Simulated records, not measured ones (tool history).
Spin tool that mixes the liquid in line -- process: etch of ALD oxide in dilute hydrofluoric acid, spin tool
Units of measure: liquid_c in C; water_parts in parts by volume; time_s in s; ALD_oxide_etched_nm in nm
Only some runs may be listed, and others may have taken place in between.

run,hour,liquid_c,water_parts,time_s,ALD_oxide_etched_nm
1,0.0,21.0,290,295,6.7119
2,3.1,22.5,250,295,8.5832
3,6.2,24.0,220,295,10.6020
4,7.7,21.5,220,295,9.5377
5,15.2,23.0,195,295,11.8580
6,18.6,21.5,195,295,11.0390
7,20.3,23.0,180,295,13.0170
8,25.6,24.0,170,295,14.3510
9,33.6,24.0,170,295,14.3060
10,42.4,25.0,165,295,15.5240
11,45.2,26.0,160,295,16.6460

Run 12, settings as shown, results not yet in. Your forecast:
12,47.1,26.5,155,295,?

{"run 12": {"ALD_oxide_etched_nm": 17.603}}
